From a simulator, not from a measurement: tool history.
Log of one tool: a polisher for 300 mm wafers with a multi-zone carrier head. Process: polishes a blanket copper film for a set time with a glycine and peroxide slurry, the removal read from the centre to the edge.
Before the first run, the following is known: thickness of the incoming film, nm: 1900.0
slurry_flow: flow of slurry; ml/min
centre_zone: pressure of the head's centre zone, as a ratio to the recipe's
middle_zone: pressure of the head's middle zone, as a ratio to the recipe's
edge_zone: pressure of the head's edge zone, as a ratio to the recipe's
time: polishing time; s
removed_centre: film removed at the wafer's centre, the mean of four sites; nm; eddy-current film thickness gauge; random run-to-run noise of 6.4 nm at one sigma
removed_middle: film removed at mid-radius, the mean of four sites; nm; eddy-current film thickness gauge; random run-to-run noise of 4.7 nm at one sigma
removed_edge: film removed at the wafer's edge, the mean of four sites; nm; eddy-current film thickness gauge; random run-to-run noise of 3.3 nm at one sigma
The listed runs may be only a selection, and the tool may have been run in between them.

run	hour	slurry_flow	centre_zone	middle_zone	edge_zone	time	removed_centre	removed_middle	removed_edge
1	0	315	1	1	1	52	272.37	278.38	279.23
2	5.9	320	1.05	1.02	1.03	56	301.74	305.5	304.53
3	14.7	370	1.05	1.02	1.03	56	304.17	315.08	303.88
4	15.3	365	1.09	1.01	1.02	60	338.7	334.52	325.08
5	23.3	365	1.12	1.01	1.02	63	384.52	349.23	343.9
# hour 26.6: centre zone pressure recalibrated
6	26.6	365	1.13	1.02	1.04	64	397.56	353.06	352.77

Run 7, settings as shown, results not yet in. Your forecast:
7	31.7	370	1.13	1.04	1.05	65	?	?	?

{"run 7": {"removed_centre": 408.01, "removed_middle": 368.78, "removed_edge": 357.42}}
